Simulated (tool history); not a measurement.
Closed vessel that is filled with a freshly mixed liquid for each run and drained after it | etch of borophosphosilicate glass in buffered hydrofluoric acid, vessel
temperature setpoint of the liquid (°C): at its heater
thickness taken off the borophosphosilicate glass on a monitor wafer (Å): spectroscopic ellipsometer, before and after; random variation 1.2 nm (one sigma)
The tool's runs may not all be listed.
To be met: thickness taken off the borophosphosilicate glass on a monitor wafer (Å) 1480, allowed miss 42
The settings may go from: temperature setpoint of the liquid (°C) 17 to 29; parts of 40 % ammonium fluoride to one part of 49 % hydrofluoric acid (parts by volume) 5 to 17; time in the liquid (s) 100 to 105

run  hour  temperature setpoint of the liquid (°C)  parts of 40 % ammonium fluoride to one part of 49 % hydrofluoric acid (parts by volume)  time in the liquid (s)  thickness taken off the borophosphosilicate glass on a monitor wafer (Å)
  1     0                                       21                                                                                     10.5                     100                                                                    1760.5
  2   6.3                                       21                                                                                      9.5                     100                                                                    1918.3
  3   7.9                                       20                                                                                      9.5                     100                                                                    1804.1
  4  10.7                                       19                                                                                      9.5                     100                                                                    1730.4
  5  16.9                                     21.5                                                                                      9.5                     100                                                                    1948.8
  6  17.7                                     21.5                                                                                      9.5                     105                                                                    2062.7
  7  23.9                                       20                                                                                       10                     105                                                                    1826.8
  8  24.8                                       19                                                                                       10                     105                                                                    1733.8
  9  28.5                                     18.5                                                                                       10                     105                                                                    1685.9
 10  33.8                                       18                                                                                       10                     105                                                                    1630.7
 11  42.2                                     17.5                                                                                       10                     105                                                                    1597.4

Which of these 4 next moves meets every target?
  A  50.6                                       18                                                                                     10.5                     100                                                                         ?
  B  50.6                                     17.5                                                                                      9.5                     105                                                                         ?
  C  50.6                                       17                                                                                      8.5                     100                                                                         ?
  D  50.6                                       21                                                                                     11.5                     100                                                                         ?

move  thickness taken off the borophosphosilicate glass on a monitor wafer (Å)
   A                                                                    1469.9
   B                                                                    1627.1
   C                                                                    1660.9
   D                                                                    1587.4
A: meets every target
B: further off than the last run
C: further off than the last run
D: nearer than the last run, and not there yet
Move A is the one to make.

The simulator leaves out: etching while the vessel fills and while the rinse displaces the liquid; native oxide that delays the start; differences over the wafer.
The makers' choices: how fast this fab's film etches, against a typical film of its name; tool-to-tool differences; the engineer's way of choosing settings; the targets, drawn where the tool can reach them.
